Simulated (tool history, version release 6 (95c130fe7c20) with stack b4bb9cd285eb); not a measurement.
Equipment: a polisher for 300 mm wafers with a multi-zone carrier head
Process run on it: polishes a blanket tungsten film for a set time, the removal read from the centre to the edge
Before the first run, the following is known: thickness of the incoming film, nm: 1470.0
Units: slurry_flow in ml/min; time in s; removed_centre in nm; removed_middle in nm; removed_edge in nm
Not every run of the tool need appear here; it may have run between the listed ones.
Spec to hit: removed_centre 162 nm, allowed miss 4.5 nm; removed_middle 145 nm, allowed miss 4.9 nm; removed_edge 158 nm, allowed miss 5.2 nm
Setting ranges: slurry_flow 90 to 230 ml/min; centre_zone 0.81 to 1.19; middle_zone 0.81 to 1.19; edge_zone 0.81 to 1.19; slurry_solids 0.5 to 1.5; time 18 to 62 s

Run 1, day 0: slurry_flow 150 ml/min, centre_zone 1, middle_zone 1, edge_zone 1, slurry_solids 1, time 40 s. Result: removed_centre 100.27 nm, removed_middle 94.904 nm, removed_edge 97.214 nm.
Run 2, day 0.358: slurry_flow 150 ml/min, centre_zone 1, middle_zone 1, edge_zone 1, slurry_solids 1.15, time 40 s. Result: removed_centre 104.11 nm, removed_middle 98.782 nm, removed_edge 100.04 nm.
Run 3, day 0.388: slurry_flow 150 ml/min, centre_zone 1, middle_zone 1, edge_zone 1, slurry_solids 1.15, time 49 s. Result: removed_centre 126.89 nm, removed_middle 119.62 nm, removed_edge 120.5 nm.
Run 4, day 0.496: slurry_flow 155 ml/min, centre_zone 1, middle_zone 1, edge_zone 1.02, slurry_solids 1.2, time 50 s. Result: removed_centre 129.57 nm, removed_middle 123.83 nm, removed_edge 126.8 nm.
Run 5, day 0.608: slurry_flow 130 ml/min, centre_zone 1, middle_zone 1, edge_zone 1.02, slurry_solids 1.2, time 50 s. Result: removed_centre 125.4 nm, removed_middle 119.82 nm, removed_edge 125.16 nm.
Run 6, day 0.662: slurry_flow 135 ml/min, centre_zone 1.01, middle_zone 1, edge_zone 1.04, slurry_solids 1.25, time 50 s. Result: removed_centre 130.17 nm, removed_middle 122.11 nm, removed_edge 128.15 nm.
Run 7, day 0.925: slurry_flow 140 ml/min, centre_zone 1.02, middle_zone 1, edge_zone 1.06, slurry_solids 1.3, time 50 s. Result: removed_centre 132.3 nm, removed_middle 123.77 nm, removed_edge 128.42 nm.
Run 8, day 1.05: slurry_flow 140 ml/min, centre_zone 1.02, middle_zone 0.99, edge_zone 1.07, slurry_solids 1.35, time 51 s. Result: removed_centre 137.55 nm, removed_middle 128.06 nm, removed_edge 131 nm.
Run 9, day 1.308: slurry_flow 140 ml/min, centre_zone 1.02, middle_zone 0.99, edge_zone 1.07, slurry_solids 1.35, time 51 s. Result: removed_centre 136.88 nm, removed_middle 126.89 nm, removed_edge 133.98 nm.
Run 10, day 1.671: slurry_flow 145 ml/min, centre_zone 1.02, middle_zone 0.99, edge_zone 1.08, slurry_solids 1.35, time 51 s. Result: removed_centre 139.29 nm, removed_middle 130.27 nm, removed_edge 133.16 nm.
Run 11, day 2.033: slurry_flow 145 ml/min, centre_zone 1.02, middle_zone 0.98, edge_zone 1.09, slurry_solids 1.35, time 52 s. Result: removed_centre 141.69 nm, removed_middle 130.71 nm, removed_edge 140.28 nm.
Run 12, day 2.192: slurry_flow 155 ml/min, centre_zone 1.02, middle_zone 0.98, edge_zone 1.1, slurry_solids 1.35, time 52 s. Result: removed_centre 144.33 nm, removed_middle 132.06 nm, removed_edge 137.76 nm.
Run 13, day 2.45: slurry_flow 155 ml/min, centre_zone 1.02, middle_zone 0.97, edge_zone 1.11, slurry_solids 1.35, time 53 s. Result: removed_centre 145.26 nm, removed_middle 133.26 nm, removed_edge 143.88 nm.
Run 14, day 2.479: slurry_flow 160 ml/min, centre_zone 1.02, middle_zone 0.97, edge_zone 1.12, slurry_solids 1.35, time 53 s. Result: removed_centre 145.46 nm, removed_middle 132.29 nm, removed_edge 145.76 nm.
Run 15, day 2.588: slurry_flow 165 ml/min, centre_zone 1.02, middle_zone 0.97, edge_zone 1.13, slurry_solids 1.35, time 53 s. Result: removed_centre 148.54 nm, removed_middle 135.24 nm, removed_edge 144.84 nm.
At day 2.888: worn pad replaced by a new one.
Run 16, day 2.888: slurry_flow 170 ml/min, centre_zone 1.02, middle_zone 0.97, edge_zone 1.14, slurry_solids 1.35, time 53 s. Result: removed_centre 155.66 nm, removed_middle 144.38 nm, removed_edge 159.82 nm.

Which one of the following 5 next-run settings gets every result inside its allowed miss? There is exactly one.
Run A, day 3.188: slurry_flow 170 ml/min, centre_zone 0.96, middle_zone 0.93, edge_zone 1.19, slurry_solids 1.1, time 57 s. Result: removed_centre ?, removed_middle ?, removed_edge ?.
Run B, day 3.188: slurry_flow 200 ml/min, centre_zone 1, middle_zone 1.01, edge_zone 1.06, slurry_solids 1.4, time 54 s. Result: removed_centre ?, removed_middle ?, removed_edge ?.
Run C, day 3.188: slurry_flow 200 ml/min, centre_zone 1.06, middle_zone 1, edge_zone 1.18, slurry_solids 1.05, time 54 s. Result: removed_centre ?, removed_middle ?, removed_edge ?.
Run D, day 3.188: slurry_flow 140 ml/min, centre_zone 1.09, middle_zone 0.89, edge_zone 1.18, slurry_solids 1.4, time 53 s. Result: removed_centre ?, removed_middle ?, removed_edge ?.
Run E, day 3.188: slurry_flow 210 ml/min, centre_zone 1.01, middle_zone 0.81, edge_zone 1.09, slurry_solids 1.45, time 55 s. Result: removed_centre ?, removed_middle ?, removed_edge ?.

move  removed_centre  removed_middle  removed_edge
   A          153.21          142.82        163.55
   B           163.8          155.31        156.31
   C          163.85          145.34        155.76
   D          162.64          129.75        154.68
   E           170.9          136.37        163.89
A: further off than the last run
B: gets the furthest-off result to its target, but another result is out of tolerance
C: all results land within tolerance of their targets
D: gets the furthest-off result to its target, but another result is out of tolerance
E: pushes the last run's worst result past its target
Move C is the one to make.
